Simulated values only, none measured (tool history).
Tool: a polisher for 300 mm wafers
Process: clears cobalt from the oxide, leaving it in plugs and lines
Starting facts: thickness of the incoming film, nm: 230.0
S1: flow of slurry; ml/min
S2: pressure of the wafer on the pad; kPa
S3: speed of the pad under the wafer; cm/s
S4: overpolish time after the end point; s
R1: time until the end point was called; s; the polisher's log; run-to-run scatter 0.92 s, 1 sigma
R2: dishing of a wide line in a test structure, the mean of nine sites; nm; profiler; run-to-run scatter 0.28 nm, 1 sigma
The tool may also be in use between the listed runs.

| run | day | S1 | S2 | S3 | S4 | R1 | R2 |
|---|---|---|---|---|---|---|---|
| 1 | 0.000 | 285 | 9.0 | 90 | 12 | 96.168 | 26.643 |
| 2 | 0.321 | 285 | 9.0 | 90 | 11 | 94.923 | 24.961 |
| 3 | 0.433 | 285 | 9.0 | 90 | 14 | 96.618 | 29.825 |
| 4 | 0.696 | 285 | 9.7 | 90 | 14 | 88.502 | 32.115 |
| 5 | 0.858 | 285 | 9.7 | 88 | 13 | 91.660 | 28.796 |
| 6 | 0.962 | 295 | 10.3 | 86 | 12 | 86.580 | 28.729 |
|  | 1.275 | head pressure recalibrated |
| 7 | 1.275 | 280 | 10.3 | 86 | 11 | 83.267 | 28.722 |
| 8 | 1.317 | 295 | 9.7 | 92 | 10 | 79.830 | 25.928 |

What does the tool deliver on the next run?
| 9 | 1.633 | 310 | 9.0 | 94 | 9 | ? | ? |

R1: 84.753 s
R2: 23.472 nm
